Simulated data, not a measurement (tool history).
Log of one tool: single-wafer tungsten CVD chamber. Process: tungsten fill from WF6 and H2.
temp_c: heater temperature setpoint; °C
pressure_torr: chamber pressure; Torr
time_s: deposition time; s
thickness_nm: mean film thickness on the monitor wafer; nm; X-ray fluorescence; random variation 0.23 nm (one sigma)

run 1 hour=0 | temp_c=375 pressure_torr=45.8 time_s=26.3 | thickness_nm=59.827
run 2 hour=2.3 | temp_c=373 pressure_torr=45.7 time_s=26.3 | thickness_nm=57.188
run 3 hour=9.7 | temp_c=373 pressure_torr=45.7 time_s=27.2 | thickness_nm=58.96
run 4 hour=15.5 | temp_c=380 pressure_torr=45.7 time_s=27.2 | thickness_nm=69.352
run 5 hour=21.7 | temp_c=380 pressure_torr=45.7 time_s=27.2 | thickness_nm=69.217
run 6 hour=22.6 | temp_c=378 pressure_torr=45.6 time_s=27.2 | thickness_nm=66.541
run 7 hour=24 | temp_c=376 pressure_torr=45.5 time_s=27.2 | thickness_nm=63.571
run 8 hour=29.1 | temp_c=376 pressure_torr=45.5 time_s=27.2 | thickness_nm=63.847
run 9 hour=32.2 | temp_c=374 pressure_torr=45.4 time_s=27.2 | thickness_nm=60.763

Run 10, settings as shown, results not yet in. Your forecast:
run 10 hour=34.6 | temp_c=372 pressure_torr=45.3 time_s=27.2 | thickness_nm=?

{"run 10": {"thickness_nm": 57.29}}
